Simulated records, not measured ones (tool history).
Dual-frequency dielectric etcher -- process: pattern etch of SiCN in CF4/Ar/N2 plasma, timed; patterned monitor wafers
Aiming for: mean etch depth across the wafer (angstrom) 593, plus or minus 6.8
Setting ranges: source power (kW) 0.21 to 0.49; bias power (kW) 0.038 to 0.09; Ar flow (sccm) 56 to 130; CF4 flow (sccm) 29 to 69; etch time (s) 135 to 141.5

run	hour	source power (kW)	bias power (kW)	Ar flow (sccm)	CF4 flow (sccm)	etch time (s)	mean etch depth across the wafer (angstrom)
1	0	0.35	0.064	93	49	135	839.1
2	5.4	0.32	0.064	93	49	135	796.89
3	10.6	0.29	0.064	93	49	135	747.26
4	12.3	0.27	0.061	94	49	135	701.04
5	15.8	0.27	0.061	94	54	135	716.62
6	17.7	0.26	0.058	95	54	135	681.48
7	19.6	0.25	0.057	95	54	135	663.42
8	25.6	0.25	0.057	95	54	135	663.49
9	33.9	0.24	0.056	95	54	135	644.72
10	41.9	0.23	0.055	95	54	135	619.86

Exercise: of the 4 proposed moves below, exactly one satisfies all targets within the stated allowed misses. Which move is it?
A	49.9	0.21	0.062	82	58	137	?
B	49.9	0.24	0.044	103	60	138	?
C	49.9	0.24	0.057	99	57	135	?
D	49.9	0.23	0.055	85	55	140	?

move	mean etch depth across the wafer (angstrom)
A	652.62
B	590.87
C	643.73
D	657.26
A: lands further from the targets than the last run did
B: all results in spec
C: lands further from the targets than the last run did
D: lands further from the targets than the last run did
B meets every target.
